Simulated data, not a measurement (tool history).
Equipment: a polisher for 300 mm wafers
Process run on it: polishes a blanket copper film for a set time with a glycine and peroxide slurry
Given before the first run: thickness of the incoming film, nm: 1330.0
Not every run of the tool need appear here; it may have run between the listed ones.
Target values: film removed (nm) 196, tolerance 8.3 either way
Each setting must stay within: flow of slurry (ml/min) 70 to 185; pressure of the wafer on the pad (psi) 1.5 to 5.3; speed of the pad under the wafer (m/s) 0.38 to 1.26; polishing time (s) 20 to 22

run,hour,flow of slurry (ml/min),pressure of the wafer on the pad (psi),speed of the pad under the wafer (m/s),polishing time (s),film removed (nm)
1,0,120,3.4,0.82,22,135.98
2,8,125,3.7,0.82,22,145.32
3,9.9,125,4,0.82,22,160.51
4,11.3,140,4,0.82,22,163.29
5,11.8,140,3.3,0.82,22,139.65
6,17.1,145,3.6,0.82,22,149.17
7,19.2,145,3.9,0.82,22,161.17
8,24,150,4.1,0.82,22,164.64

Exactly one of the 4 candidate moves below puts every result within its allowed miss. Which one?
A,28.8,145,4.4,0.92,22,?
B,28.8,150,4.8,1,22,?
C,28.8,155,4.3,0.82,21,?
D,28.8,140,3.9,0.86,20,?

move,film removed (nm)
A,191.24
B,220.64
C,167.07
D,148.52
A: all results land within tolerance of their targets
B: takes the biggest miss from the last run beyond its target
C: closer than the last run, but not yet in spec
D: moves away from the targets compared with the last run
Move A is the one to make.
